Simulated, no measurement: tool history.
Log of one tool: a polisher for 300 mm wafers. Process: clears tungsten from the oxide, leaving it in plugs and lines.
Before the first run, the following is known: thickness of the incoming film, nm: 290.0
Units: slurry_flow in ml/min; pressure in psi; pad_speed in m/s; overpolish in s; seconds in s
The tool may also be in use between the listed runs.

run 1 hour=0 | slurry_flow=180 pressure=3 pad_speed=0.92 slurry_solids=1 overpolish=23 | seconds=98.049
run 2 hour=3.1 | slurry_flow=180 pressure=3 pad_speed=0.76 slurry_solids=1 overpolish=23 | seconds=119.68
run 3 hour=5.4 | slurry_flow=180 pressure=3 pad_speed=0.76 slurry_solids=1.2 overpolish=23 | seconds=115.45
run 4 hour=12.6 | slurry_flow=175 pressure=2.9 pad_speed=0.76 slurry_solids=1.2 overpolish=23 | seconds=117.88
run 5 hour=19.5 | slurry_flow=175 pressure=2.9 pad_speed=0.58 slurry_solids=1.2 overpolish=23 | seconds=152.46
run 6 hour=26.9 | slurry_flow=175 pressure=2.6 pad_speed=0.58 slurry_solids=1.2 overpolish=23 | seconds=166.59
run 7 hour=33.5 | slurry_flow=180 pressure=2.7 pad_speed=0.58 slurry_solids=1.2 overpolish=23 | seconds=159.66

For run 8, what comes out?
run 8 hour=40.2 | slurry_flow=220 pressure=3.2 pad_speed=0.58 slurry_solids=1.2 overpolish=23 | seconds=?

seconds: 136.7 s

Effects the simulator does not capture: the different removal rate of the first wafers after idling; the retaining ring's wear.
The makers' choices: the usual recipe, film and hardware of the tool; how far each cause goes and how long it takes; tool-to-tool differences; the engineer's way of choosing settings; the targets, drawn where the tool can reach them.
